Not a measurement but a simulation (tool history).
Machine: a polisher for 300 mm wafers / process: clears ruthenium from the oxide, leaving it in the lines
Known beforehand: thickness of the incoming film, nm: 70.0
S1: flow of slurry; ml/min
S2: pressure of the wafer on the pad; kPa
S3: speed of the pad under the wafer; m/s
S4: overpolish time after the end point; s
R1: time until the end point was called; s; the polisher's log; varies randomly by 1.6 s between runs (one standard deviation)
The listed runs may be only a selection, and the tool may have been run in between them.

run  hour   S1    S2    S3  S4      R1
  1     0  315    11  0.84   9  80.487
  2   2.6  315    11  0.84   9   81.19
  3   5.4  365    11  0.84   9   80.42
  4   6.9  365    11  0.74   9  88.202
  5    10  365  13.8  0.74   9  69.636
  6  10.9  365    11  0.74   9  88.303
  7  11.7  365  10.3  0.74   9  91.914

For run 8, what comes out?
  8    16  365  9.7  0.74   9   ?

{"run 8": {"R1": 97.65}}
